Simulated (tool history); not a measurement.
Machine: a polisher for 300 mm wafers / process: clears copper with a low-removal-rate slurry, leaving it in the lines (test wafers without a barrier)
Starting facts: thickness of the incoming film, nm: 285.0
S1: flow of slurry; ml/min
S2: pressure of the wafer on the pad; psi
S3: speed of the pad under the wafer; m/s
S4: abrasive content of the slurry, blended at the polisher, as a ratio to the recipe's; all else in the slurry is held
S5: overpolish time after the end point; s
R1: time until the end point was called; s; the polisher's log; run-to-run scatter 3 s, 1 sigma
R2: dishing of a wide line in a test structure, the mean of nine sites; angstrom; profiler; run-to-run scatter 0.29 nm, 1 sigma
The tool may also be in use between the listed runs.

run  hour   S1   S2    S3    S4  S5       R1      R2
  1   0.0  260  3.0  0.88  1.00  12   95.898  183.63
  2   8.2  260  3.0  0.88  1.15  12   90.015  188.45
  3  10.1  260  2.8  0.86  1.15  13  102.970  187.55
  4  15.1  260  2.6  0.86  1.15  13  108.910  176.08
  5  22.7  290  2.6  0.86  1.15  13  109.000  176.32
  6  31.1  260  2.6  0.86  1.15  13  109.790  173.03

For run 7, what comes out?
  7  34.9  260  2.4  0.86  1.15  14   ?   ?

{"run 7": {"R1": 116.3, "R2": 181.94}}
